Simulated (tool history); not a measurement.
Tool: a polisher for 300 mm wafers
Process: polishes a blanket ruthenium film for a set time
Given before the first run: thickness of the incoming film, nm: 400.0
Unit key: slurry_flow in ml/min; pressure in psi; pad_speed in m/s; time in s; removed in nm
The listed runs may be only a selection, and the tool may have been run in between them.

{"run": 1, "hour": 0.0, "slurry_flow": 130, "pressure": 1.7, "pad_speed": 1.22, "time": 72, "removed": 68.385}
{"run": 2, "hour": 4.2, "slurry_flow": 125, "pressure": 1.5, "pad_speed": 1.12, "time": 72, "removed": 55.751}
{"run": 3, "hour": 9.1, "slurry_flow": 125, "pressure": 1.9, "pad_speed": 1.12, "time": 72, "removed": 70.939}
{"run": 4, "hour": 12.8, "slurry_flow": 120, "pressure": 1.7, "pad_speed": 1.04, "time": 72, "removed": 58.121}
{"run": 5, "hour": 14.0, "slurry_flow": 115, "pressure": 1.5, "pad_speed": 0.98, "time": 72, "removed": 49.008}
{"run": 6, "hour": 15.0, "slurry_flow": 100, "pressure": 1.5, "pad_speed": 0.98, "time": 72, "removed": 47.212}

Estimate the outcome of run 7 from the log above:
{"hour": 22.8, "done": "head pressure recalibrated"}
{"run": 7, "hour": 22.8, "slurry_flow": 85, "pressure": 1, "pad_speed": 0.66, "time": 72, "removed": "?"}

removed: 22.68 nm
